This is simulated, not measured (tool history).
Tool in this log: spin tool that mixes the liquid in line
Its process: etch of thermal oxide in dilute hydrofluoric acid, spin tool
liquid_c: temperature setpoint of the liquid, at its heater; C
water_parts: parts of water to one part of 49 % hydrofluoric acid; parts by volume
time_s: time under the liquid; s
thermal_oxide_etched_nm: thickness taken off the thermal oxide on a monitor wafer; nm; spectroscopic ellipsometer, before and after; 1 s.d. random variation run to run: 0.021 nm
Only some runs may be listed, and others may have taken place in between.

{"run": 1, "hour": 0.0, "liquid_c": 24.0, "water_parts": 280, "time_s": 40, "thermal_oxide_etched_nm": 0.5409}
{"run": 2, "hour": 0.9, "liquid_c": 24.0, "water_parts": 350, "time_s": 40, "thermal_oxide_etched_nm": 0.4014}
{"run": 3, "hour": 6.3, "liquid_c": 25.5, "water_parts": 275, "time_s": 40, "thermal_oxide_etched_nm": 0.59135}
{"run": 4, "hour": 15.3, "liquid_c": 28.0, "water_parts": 275, "time_s": 40, "thermal_oxide_etched_nm": 0.64246}
{"run": 5, "hour": 23.7, "liquid_c": 28.0, "water_parts": 275, "time_s": 40, "thermal_oxide_etched_nm": 0.64175}
{"run": 6, "hour": 32.4, "liquid_c": 29.0, "water_parts": 225, "time_s": 40, "thermal_oxide_etched_nm": 0.84333}

Forecast run 7:
{"hour": 35.5, "done": "hydrofluoric acid flow meter replaced"}
{"run": 7, "hour": 35.5, "liquid_c": 32.0, "water_parts": 115, "time_s": 40, "thermal_oxide_etched_nm": "?"}

thermal_oxide_etched_nm: 1.96760 nm

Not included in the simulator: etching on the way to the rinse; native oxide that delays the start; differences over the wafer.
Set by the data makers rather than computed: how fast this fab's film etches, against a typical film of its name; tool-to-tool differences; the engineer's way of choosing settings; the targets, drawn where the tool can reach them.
